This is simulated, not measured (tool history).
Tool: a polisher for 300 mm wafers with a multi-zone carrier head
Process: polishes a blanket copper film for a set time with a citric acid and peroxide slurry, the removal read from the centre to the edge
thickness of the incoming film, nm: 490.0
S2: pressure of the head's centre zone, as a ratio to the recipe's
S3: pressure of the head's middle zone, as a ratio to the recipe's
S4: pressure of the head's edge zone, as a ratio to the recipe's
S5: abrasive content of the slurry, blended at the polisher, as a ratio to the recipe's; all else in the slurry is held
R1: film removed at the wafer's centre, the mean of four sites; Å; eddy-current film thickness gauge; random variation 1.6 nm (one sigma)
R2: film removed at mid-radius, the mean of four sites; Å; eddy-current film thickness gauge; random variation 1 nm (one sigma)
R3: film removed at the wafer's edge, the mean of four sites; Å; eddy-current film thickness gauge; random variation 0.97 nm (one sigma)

{"run": 1, "hour": 0.0, "flow of slurry (ml/min)": 180, "S2": 1, "S3": 1, "S4": 1, "S5": 1, "polishing time (s)": 82, "R1": 1274.6, "R2": 1310.7, "R3": 1307.1}
{"run": 2, "hour": 4.2, "flow of slurry (ml/min)": 185, "S2": 1.01, "S3": 0.98, "S4": 1.02, "S5": 1, "polishing time (s)": 82, "R1": 1307.9, "R2": 1285.4, "R3": 1352.1}
{"run": 3, "hour": 6.0, "flow of slurry (ml/min)": 190, "S2": 1.02, "S3": 0.97, "S4": 1.02, "S5": 1, "polishing time (s)": 82, "R1": 1300.5, "R2": 1272.2, "R3": 1342.3}
{"run": 4, "hour": 7.4, "flow of slurry (ml/min)": 195, "S2": 1.03, "S3": 0.96, "S4": 1.03, "S5": 1, "polishing time (s)": 82, "R1": 1363.9, "R2": 1269.7, "R3": 1348.5}
{"hour": 16.4, "done": "worn pad replaced by a new one"}
{"run": 5, "hour": 16.4, "flow of slurry (ml/min)": 170, "S2": 1.03, "S3": 0.96, "S4": 1.03, "S5": 1, "polishing time (s)": 82, "R1": 1402.2, "R2": 1357.5, "R3": 1434.4}
{"run": 6, "hour": 25.1, "flow of slurry (ml/min)": 175, "S2": 1.03, "S3": 0.94, "S4": 1.03, "S5": 1, "polishing time (s)": 82, "R1": 1423.4, "R2": 1348.3, "R3": 1451}

Forecast run 7:
{"run": 7, "hour": 32.0, "flow of slurry (ml/min)": 185, "S2": 1.03, "S3": 0.93, "S4": 1.03, "S5": 0.95, "polishing time (s)": 82, "R1": "?", "R2": "?", "R3": "?"}

R1: 1413.5 Å
R2: 1329.4 Å
R3: 1441.7 Å
